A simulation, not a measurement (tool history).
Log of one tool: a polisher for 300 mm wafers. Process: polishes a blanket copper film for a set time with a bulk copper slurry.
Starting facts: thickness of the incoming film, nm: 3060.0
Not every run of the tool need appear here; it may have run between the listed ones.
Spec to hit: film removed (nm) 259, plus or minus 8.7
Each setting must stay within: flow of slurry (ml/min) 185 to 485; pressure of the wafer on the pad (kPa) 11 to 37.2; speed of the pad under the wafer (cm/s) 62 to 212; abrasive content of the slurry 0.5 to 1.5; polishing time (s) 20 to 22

run,hour,flow of slurry (ml/min),pressure of the wafer on the pad (kPa),speed of the pad under the wafer (cm/s),abrasive content of the slurry,polishing time (s),film removed (nm)
1,0,310,24.1,136,1,22,367.94
2,5.3,345,24.1,136,1,22,375.91
3,11.2,315,24.1,136,1,22,370.61
4,16.5,315,22.8,136,1,22,360.44
5,17.3,315,22.8,136,1.1,22,366.88
6,22.7,315,21.4,136,1.1,22,350.71
7,28.3,315,20,136,1.1,22,337.84
8,37.1,315,18.6,136,1.1,22,324.37
9,42.4,315,17.2,136,1.1,22,309.37
10,44.8,315,16.5,136,1.1,22,302.6
11,49.5,315,16.5,136,1.1,22,299.71

5 next moves are on the table. One of them brings every result within its allowed miss. Which?
A,54.2,410,17.2,126,1.1,21,?
B,54.2,255,19.3,114,0.9,20,?
C,54.2,350,20,118,0.9,20,?
D,54.2,400,15.9,190,1.25,20,?
E,54.2,340,20,110,0.95,20,?

move,film removed (nm)
A,274.36
B,239.17
C,258.05
D,373.44
E,243.38
A: an improvement on the last run, though not all results are within tolerance
B: moves the result that the last run missed by most past its target, out the other side
C: each result inside its tolerance
D: its largest miss is bigger than the last run's
E: moves the result that the last run missed by most past its target, out the other side
Answer: C
